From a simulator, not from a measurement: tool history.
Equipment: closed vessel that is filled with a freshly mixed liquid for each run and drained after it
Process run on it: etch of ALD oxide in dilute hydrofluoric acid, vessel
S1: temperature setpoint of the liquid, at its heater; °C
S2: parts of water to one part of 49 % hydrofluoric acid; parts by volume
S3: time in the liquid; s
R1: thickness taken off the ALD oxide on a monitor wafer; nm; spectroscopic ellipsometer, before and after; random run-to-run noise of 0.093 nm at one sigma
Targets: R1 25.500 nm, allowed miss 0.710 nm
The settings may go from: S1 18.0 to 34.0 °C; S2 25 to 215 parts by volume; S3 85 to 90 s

run  hour    S1   S2  S3      R1
  1   0.0  26.0  120  85  16.207
  2   7.8  28.5  115  85  18.699
  3  16.1  30.0  110  85  20.960
  4  19.2  31.0  110  85  21.585
  5  25.2  31.0   80  85  30.954
  6  30.7  31.0   80  85  31.029
  7  38.4  29.5   80  85  29.250
  8  40.6  28.5   80  85  28.216
  9  46.2  27.5   80  85  27.126
 10  52.7  27.0   80  85  26.569

Of the 4 settings listed for the next run, only one would bring every result within its allowed miss of target. Which one?
  A  59.2  30.0  85  85   ?
  B  59.2  28.0  85  90   ?
  C  59.2  25.0  75  90   ?
  D  59.2  28.0  90  90   ?

move      R1
   A  27.917
   B  27.357
   C  27.885
   D  25.665
A: further off than the last run
B: further off than the last run
C: further off than the last run
D: meets every target
The right move is D.
